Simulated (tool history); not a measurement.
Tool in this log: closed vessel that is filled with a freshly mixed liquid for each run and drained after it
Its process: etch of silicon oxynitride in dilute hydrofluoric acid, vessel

run	day	temperature setpoint of the liquid (°C)	parts of water to one part of 49 % hydrofluoric acid (parts by volume)	time in the liquid (s)	thickness taken off the silicon oxynitride on a monitor wafer (angstrom)
1	0	22	80	1460	371.96
2	0.05	22	95	1460	310.49
3	0.233	22	95	1570	334.05
4	0.283	20	95	1570	303.77
5	0.621	20	95	1460	280.95
6	0.858	22.5	90	1460	338.82
7	1.233	24.5	90	1460	371.95
8	1.483	26	90	1460	400.1
9	1.579	27	90	1460	418.5
10	1.771	28	90	1460	437.42
11	1.825	28.5	90	1460	444.4
12	2.183	29	90	1460	457.65
13	2.492	29.5	90	1460	470.25
14	2.708	30	85	1460	505.38

What does the tool deliver on the next run?
15	2.904	30	80	1460	?

Run 15 yielded thickness taken off the silicon oxynitride on a monitor wafer (angstrom) 545.15.
